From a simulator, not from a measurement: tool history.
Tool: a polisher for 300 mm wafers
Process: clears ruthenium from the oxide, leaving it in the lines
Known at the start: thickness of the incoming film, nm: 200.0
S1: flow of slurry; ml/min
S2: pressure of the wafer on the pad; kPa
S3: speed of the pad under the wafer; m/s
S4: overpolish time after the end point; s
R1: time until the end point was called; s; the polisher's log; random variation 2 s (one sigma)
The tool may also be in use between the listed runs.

run,hour,S1,S2,S3,S4,R1
1,0.0,195,17.2,1.22,7,148.16
2,4.6,195,14.5,1.22,7,174.17
3,8.4,190,13.1,1.22,7,190.05
4,14.4,190,13.1,1.22,7,191.59
5,16.1,190,13.1,1.02,7,227.49
6,25.1,190,17.2,1.02,7,175.54
7,29.2,185,15.9,1.02,7,186.12
8,35.9,185,15.2,1.02,7,195.60
9,42.1,185,14.5,1.02,7,204.23

Run 10 comes next. What will it give?
10,46.7,185,13.8,1.02,7,?

R1: 216.00 s

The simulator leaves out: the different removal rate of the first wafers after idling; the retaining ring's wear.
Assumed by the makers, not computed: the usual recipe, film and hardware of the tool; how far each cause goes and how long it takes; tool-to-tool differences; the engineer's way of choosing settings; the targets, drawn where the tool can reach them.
